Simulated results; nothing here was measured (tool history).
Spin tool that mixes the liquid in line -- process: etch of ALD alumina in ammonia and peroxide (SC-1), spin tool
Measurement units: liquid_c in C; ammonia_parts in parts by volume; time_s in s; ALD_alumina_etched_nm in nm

| run | hour | liquid_c | ammonia_parts | time_s | ALD_alumina_etched_nm |
|---|---|---|---|---|---|
| 1 | 0 | 54 | 0.65 | 300 | 18.731 |
| 2 | 6.4 | 54 | 0.5 | 300 | 18.334 |
| 3 | 12.8 | 54 | 0.5 | 325 | 19.835 |
| 4 | 17.3 | 54 | 0.6 | 325 | 20.249 |
| 5 | 22.9 | 54 | 0.8 | 325 | 20.731 |
| 6 | 31.1 | 57.5 | 0.8 | 325 | 25.094 |

Forecast run 7:
| 7 | 32.2 | 60 | 0.8 | 325 | ? |

{"run 7": {"ALD_alumina_etched_nm": 28.455}}

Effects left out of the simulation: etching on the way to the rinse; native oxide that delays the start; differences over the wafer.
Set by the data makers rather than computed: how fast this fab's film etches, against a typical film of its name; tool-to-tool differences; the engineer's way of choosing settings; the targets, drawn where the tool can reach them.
